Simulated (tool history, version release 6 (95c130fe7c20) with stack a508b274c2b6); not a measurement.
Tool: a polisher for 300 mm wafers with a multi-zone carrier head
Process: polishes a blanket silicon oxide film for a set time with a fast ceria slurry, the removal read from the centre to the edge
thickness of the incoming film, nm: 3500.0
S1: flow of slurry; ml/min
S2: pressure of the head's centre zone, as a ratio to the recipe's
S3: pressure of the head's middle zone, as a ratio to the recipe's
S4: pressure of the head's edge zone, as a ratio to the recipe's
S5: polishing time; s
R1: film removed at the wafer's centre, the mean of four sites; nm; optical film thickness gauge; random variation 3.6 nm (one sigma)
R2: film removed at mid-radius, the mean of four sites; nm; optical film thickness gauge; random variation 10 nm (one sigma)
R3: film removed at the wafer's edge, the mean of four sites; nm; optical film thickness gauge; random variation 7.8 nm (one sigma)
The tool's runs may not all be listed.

| run | hour | S1 | S2 | S3 | S4 | S5 | R1 | R2 | R3 |
|---|---|---|---|---|---|---|---|---|---|
| 1 | 0.0 | 155 | 1.00 | 1.00 | 1.00 | 44 | 543.80 | 540.51 | 542.98 |
| 2 | 7.1 | 165 | 1.00 | 1.02 | 1.01 | 44 | 548.03 | 558.06 | 549.26 |
| 3 | 9.7 | 170 | 1.00 | 1.03 | 1.02 | 44 | 548.90 | 560.14 | 553.98 |
| 4 | 14.0 | 175 | 1.00 | 1.05 | 1.03 | 44 | 554.31 | 573.01 | 559.71 |
| 5 | 15.4 | 175 | 0.93 | 1.05 | 1.03 | 44 | 514.91 | 567.12 | 544.67 |
| 6 | 16.4 | 180 | 0.94 | 1.07 | 1.04 | 44 | 526.71 | 580.99 | 573.72 |
| 7 | 18.9 | 185 | 0.95 | 1.08 | 1.04 | 44 | 526.58 | 597.13 | 559.90 |
| 8 | 20.3 | 190 | 0.96 | 1.09 | 1.05 | 44 | 536.10 | 597.64 | 573.09 |
| 9 | 29.1 | 195 | 0.97 | 1.10 | 1.05 | 44 | 545.81 | 593.38 | 578.33 |
| 10 | 29.8 | 195 | 0.97 | 1.10 | 1.05 | 44 | 544.53 | 610.72 | 566.55 |
| 11 | 35.8 | 200 | 0.97 | 1.11 | 1.06 | 44 | 544.16 | 623.91 | 573.46 |
| 12 | 42.8 | 200 | 0.98 | 1.11 | 1.07 | 44 | 551.44 | 597.44 | 576.15 |

Forecast run 13:
| 13 | 51.7 | 200 | 0.98 | 1.11 | 1.07 | 44 | ? | ? | ? |

{"run 13": {"R1": 551.03, "R2": 607.05, "R3": 567.13}}
